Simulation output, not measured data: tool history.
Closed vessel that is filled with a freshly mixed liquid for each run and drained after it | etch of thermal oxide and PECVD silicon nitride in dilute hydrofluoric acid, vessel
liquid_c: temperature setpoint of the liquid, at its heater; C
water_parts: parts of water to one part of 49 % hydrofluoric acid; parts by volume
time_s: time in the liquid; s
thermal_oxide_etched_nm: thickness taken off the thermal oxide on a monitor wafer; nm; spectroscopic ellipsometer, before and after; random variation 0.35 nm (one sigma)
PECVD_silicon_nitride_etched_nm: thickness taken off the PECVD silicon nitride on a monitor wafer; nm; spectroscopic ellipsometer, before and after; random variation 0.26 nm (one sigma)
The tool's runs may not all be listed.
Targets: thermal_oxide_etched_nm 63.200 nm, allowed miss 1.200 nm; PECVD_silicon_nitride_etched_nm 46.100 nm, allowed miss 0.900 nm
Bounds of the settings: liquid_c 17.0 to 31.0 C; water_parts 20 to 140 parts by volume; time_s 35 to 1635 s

run  hour  liquid_c  water_parts  time_s  thermal_oxide_etched_nm  PECVD_silicon_nitride_etched_nm
  1   0.0      23.0           75     835                   51.594                           32.027
  2   6.6      23.0           75     990                   61.482                           38.396
  3  12.7      23.0           75     675                   41.990                           26.067
  4  18.6      23.0           65     675                   49.170                           29.982
  5  24.6      20.5           65     675                   43.858                           25.300
  6  31.0      23.5           65     680                   50.436                           31.413
  7  37.1      25.5           65     680                   54.289                           35.274
  8  45.1      27.0           65     680                   57.757                           39.036
  9  50.1      27.0           65     680                   58.306                           39.291
 10  50.8      30.5           70     685                   62.125                           46.567
 11  58.9      30.5           70     680                   61.756                           45.986
 12  64.0      30.5           70     675                   60.646                           45.767
 13  66.6      30.0           70     670                   60.024                           43.839
 14  72.2      30.0           70     665                   59.334                           42.866
 15  72.8      30.5           70     660                   59.720                           44.223
 16  74.1      30.5           70     655                   58.828                           44.290
 17  76.0      30.5           70     650                   58.880                           43.463

5 next moves are on the table. One of them brings every result within its allowed miss. Which?
  A  77.9      29.5           70     725                        ?                                ?
  B  77.9      28.5           50     510                        ?                                ?
  C  77.9      27.0           65     730                        ?                                ?
  D  77.9      30.5           90     820                        ?                                ?
  E  77.9      28.5           50     550                        ?                                ?

move  thermal_oxide_etched_nm  PECVD_silicon_nitride_etched_nm
   A                   63.014                           45.824
   B                   61.460                           42.183
   C                   62.399                           42.243
   D                   55.930                           42.945
   E                   66.281                           45.492
A: meets every target
B: further off than the last run
C: brings the result that was furthest off to its target, and leaves another outside
D: further off than the last run
E: takes the result that was furthest off past its target
Move A is the one to make.

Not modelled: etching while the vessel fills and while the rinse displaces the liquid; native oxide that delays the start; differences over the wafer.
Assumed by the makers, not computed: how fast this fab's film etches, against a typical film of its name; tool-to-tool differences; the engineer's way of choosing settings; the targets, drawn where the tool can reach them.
